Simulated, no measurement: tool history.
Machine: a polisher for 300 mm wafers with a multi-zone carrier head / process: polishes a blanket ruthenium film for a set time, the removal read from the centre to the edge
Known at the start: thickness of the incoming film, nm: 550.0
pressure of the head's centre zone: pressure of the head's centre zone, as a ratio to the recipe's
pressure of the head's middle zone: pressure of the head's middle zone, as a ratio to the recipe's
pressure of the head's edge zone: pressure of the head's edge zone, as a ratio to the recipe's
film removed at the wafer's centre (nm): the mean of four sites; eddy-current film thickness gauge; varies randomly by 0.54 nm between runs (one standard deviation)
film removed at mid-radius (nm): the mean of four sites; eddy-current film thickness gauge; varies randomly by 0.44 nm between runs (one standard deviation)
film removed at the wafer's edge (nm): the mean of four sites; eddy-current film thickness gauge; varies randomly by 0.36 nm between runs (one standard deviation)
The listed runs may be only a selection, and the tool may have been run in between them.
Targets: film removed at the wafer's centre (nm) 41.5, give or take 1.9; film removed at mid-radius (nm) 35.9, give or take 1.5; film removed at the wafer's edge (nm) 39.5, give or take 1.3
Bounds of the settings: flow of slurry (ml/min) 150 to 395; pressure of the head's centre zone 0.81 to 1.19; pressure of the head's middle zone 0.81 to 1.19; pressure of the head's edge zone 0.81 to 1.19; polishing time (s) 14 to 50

| run | hour | flow of slurry (ml/min) | pressure of the head's centre zone | pressure of the head's middle zone | pressure of the head's edge zone | polishing time (s) | film removed at the wafer's centre (nm) | film removed at mid-radius (nm) | film removed at the wafer's edge (nm) |
|---|---|---|---|---|---|---|---|---|---|
| 1 | 0 | 250 | 1 | 1 | 1 | 32 | 43.052 | 44.503 | 43.34 |
| 2 | 2.2 | 250 | 1 | 1 | 0.96 | 32 | 43.079 | 44.357 | 41.974 |
| 3 | 10.6 | 245 | 1 | 0.96 | 0.95 | 32 | 42.634 | 42.899 | 42.194 |
| 4 | 17.7 | 240 | 1.01 | 0.93 | 0.94 | 32 | 42.961 | 40.061 | 41.376 |
| 5 | 22.6 | 235 | 1.01 | 0.92 | 0.93 | 32 | 43.022 | 40.608 | 41.28 |
| 6 | 27.9 | 235 | 0.92 | 0.92 | 0.93 | 32 | 40.626 | 40.216 | 42.264 |
| 7 | 31.2 | 235 | 0.92 | 0.92 | 0.93 | 32 | 40.102 | 40.067 | 41.528 |
| 8 | 32.7 | 235 | 0.92 | 0.92 | 0.93 | 32 | 40.655 | 40.91 | 41.145 |
|  | 39.5 | worn pad replaced by a new one |
| 9 | 39.5 | 215 | 0.98 | 0.82 | 0.9 | 31 | 43.958 | 39.355 | 43.906 |
| 10 | 41.1 | 215 | 0.99 | 0.82 | 0.89 | 30 | 42.372 | 38.066 | 42.215 |
| 11 | 44 | 215 | 1 | 0.82 | 0.89 | 30 | 43.421 | 36.78 | 41.806 |
| 12 | 45 | 215 | 1 | 0.82 | 0.88 | 30 | 43.027 | 37.784 | 41.72 |

Exactly one of the 5 candidate moves below puts every result within its allowed miss. Which one?
| A | 46 | 215 | 1.04 | 0.84 | 0.93 | 28 | ? | ? | ? |
| B | 46 | 250 | 1.04 | 0.91 | 0.91 | 28 | ? | ? | ? |
| C | 46 | 170 | 0.88 | 0.81 | 1.02 | 32 | ? | ? | ? |
| D | 46 | 225 | 1.08 | 0.87 | 0.81 | 27 | ? | ? | ? |
| E | 46 | 175 | 1.08 | 0.86 | 0.81 | 28 | ? | ? | ? |

| move | film removed at the wafer's centre (nm) | film removed at mid-radius (nm) | film removed at the wafer's edge (nm) |
|---|---|---|---|
| A | 42.053 | 35.787 | 39.358 |
| B | 42.808 | 38.829 | 39.498 |
| C | 41.938 | 38.654 | 45.511 |
| D | 41.8 | 35.691 | 36.449 |
| E | 41.984 | 35.633 | 37.016 |
A: all results land within tolerance of their targets
B: brings the last run's worst result on target, with another outside its allowed miss
C: moves away from the targets compared with the last run
D: moves the result that the last run missed by most past its target, out the other side
E: moves the result that the last run missed by most past its target, out the other side
A is the move that brings every result within its allowed miss.

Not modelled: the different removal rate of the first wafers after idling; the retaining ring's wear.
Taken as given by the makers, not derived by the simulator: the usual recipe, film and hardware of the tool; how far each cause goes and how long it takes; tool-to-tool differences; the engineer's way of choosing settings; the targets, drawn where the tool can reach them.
